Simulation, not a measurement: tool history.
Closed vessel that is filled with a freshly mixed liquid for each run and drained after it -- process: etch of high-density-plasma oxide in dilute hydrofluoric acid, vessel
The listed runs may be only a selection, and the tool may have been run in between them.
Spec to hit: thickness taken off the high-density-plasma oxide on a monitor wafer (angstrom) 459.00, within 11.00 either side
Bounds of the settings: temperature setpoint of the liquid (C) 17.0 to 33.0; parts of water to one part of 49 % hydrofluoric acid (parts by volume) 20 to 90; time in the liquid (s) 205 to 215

run	hour	temperature setpoint of the liquid (C)	parts of water to one part of 49 % hydrofluoric acid (parts by volume)	time in the liquid (s)	thickness taken off the high-density-plasma oxide on a monitor wafer (angstrom)
1	0.0	25.0	50	205	270.50
2	7.5	22.0	50	205	240.46
3	14.8	25.0	45	205	304.79
4	18.7	27.0	45	205	328.74
5	25.5	27.0	30	205	508.48
6	26.5	26.5	30	205	493.37
7	27.4	26.0	30	205	487.37
8	32.9	25.5	30	205	474.23

Which one of the following 5 next-run settings gets every result inside its allowed miss? There is exactly one.
A	38.4	29.5	35	205	?
B	38.4	33.0	40	215	?
C	38.4	25.0	30	215	?
D	38.4	24.5	30	205	?
E	38.4	26.5	30	205	?

move	thickness taken off the high-density-plasma oxide on a monitor wafer (angstrom)
A	475.50
B	496.76
C	487.90
D	455.63
E	494.94
A: moves away from the targets compared with the last run
B: moves away from the targets compared with the last run
C: moves away from the targets compared with the last run
D: meets every target
E: moves away from the targets compared with the last run
The move that meets every target is D.
